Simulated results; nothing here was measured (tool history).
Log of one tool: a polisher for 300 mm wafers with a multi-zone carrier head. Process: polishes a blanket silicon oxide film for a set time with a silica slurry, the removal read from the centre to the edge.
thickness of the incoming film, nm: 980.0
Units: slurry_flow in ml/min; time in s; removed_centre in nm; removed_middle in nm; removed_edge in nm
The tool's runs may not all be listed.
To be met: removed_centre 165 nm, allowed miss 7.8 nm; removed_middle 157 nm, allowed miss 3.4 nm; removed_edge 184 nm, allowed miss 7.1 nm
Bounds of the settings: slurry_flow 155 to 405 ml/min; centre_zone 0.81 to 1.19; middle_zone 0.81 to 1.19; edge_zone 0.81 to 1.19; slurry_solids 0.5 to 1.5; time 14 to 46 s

Run 1, hour 0: slurry_flow 260 ml/min, centre_zone 1, middle_zone 1, edge_zone 1, slurry_solids 1, time 30 s. Result: removed_centre 137.57 nm, removed_middle 135.88 nm, removed_edge 139.19 nm.
Run 2, hour 8.3: slurry_flow 265 ml/min, centre_zone 1, middle_zone 0.99, edge_zone 1.04, slurry_solids 1.1, time 30 s. Result: removed_centre 148.67 nm, removed_middle 138.42 nm, removed_edge 148.13 nm.
Run 3, hour 15.7: slurry_flow 265 ml/min, centre_zone 0.98, middle_zone 0.99, edge_zone 1.07, slurry_solids 1.15, time 30 s. Result: removed_centre 148.11 nm, removed_middle 140.68 nm, removed_edge 149.52 nm.
Run 4, hour 20.1: slurry_flow 265 ml/min, centre_zone 0.98, middle_zone 0.91, edge_zone 1.07, slurry_solids 1.15, time 30 s. Result: removed_centre 143.34 nm, removed_middle 131.56 nm, removed_edge 148.79 nm.
Run 5, hour 28.8: slurry_flow 265 ml/min, centre_zone 0.98, middle_zone 0.91, edge_zone 1.07, slurry_solids 1.15, time 34 s. Result: removed_centre 158.32 nm, removed_middle 148.45 nm, removed_edge 166.06 nm.
Run 6, hour 34.7: slurry_flow 265 ml/min, centre_zone 0.98, middle_zone 0.91, edge_zone 1.12, slurry_solids 1.15, time 34 s. Result: removed_centre 165.57 nm, removed_middle 147.97 nm, removed_edge 171.94 nm.
Run 7, hour 43.3: slurry_flow 310 ml/min, centre_zone 0.9, middle_zone 0.95, edge_zone 1.19, slurry_solids 1.2, time 34 s. Result: removed_centre 154.46 nm, removed_middle 157.5 nm, removed_edge 185.09 nm.
Run 8, hour 44.7: slurry_flow 310 ml/min, centre_zone 0.9, middle_zone 0.95, edge_zone 1.19, slurry_solids 1.2, time 34 s. Result: removed_centre 155.72 nm, removed_middle 157.82 nm, removed_edge 181.45 nm.
Run 9, hour 46.1: slurry_flow 310 ml/min, centre_zone 0.91, middle_zone 0.95, edge_zone 1.19, slurry_solids 1.2, time 34 s. Result: removed_centre 157.99 nm, removed_middle 159 nm, removed_edge 183.95 nm.

Which of these 4 next moves meets every target?
Run A, hour 47.5: slurry_flow 355 ml/min, centre_zone 0.87, middle_zone 0.97, edge_zone 1.17, slurry_solids 1.2, time 34 s. Result: removed_centre ?, removed_middle ?, removed_edge ?.
Run B, hour 47.5: slurry_flow 350 ml/min, centre_zone 0.83, middle_zone 0.9, edge_zone 1.19, slurry_solids 0.95, time 38 s. Result: removed_centre ?, removed_middle ?, removed_edge ?.
Run C, hour 47.5: slurry_flow 300 ml/min, centre_zone 0.95, middle_zone 0.93, edge_zone 1.18, slurry_solids 1.3, time 34 s. Result: removed_centre ?, removed_middle ?, removed_edge ?.
Run D, hour 47.5: slurry_flow 385 ml/min, centre_zone 0.83, middle_zone 0.99, edge_zone 1.15, slurry_solids 1.3, time 32 s. Result: removed_centre ?, removed_middle ?, removed_edge ?.

move  removed_centre  removed_middle  removed_edge
   A          151.85          163.07        183.12
   B          151.23          160.02        193.05
   C          166.57          158.41        185.89
   D          140.54          160.84        175.74
A: further off than the last run
B: further off than the last run
C: meets every target
D: further off than the last run
Answer: C
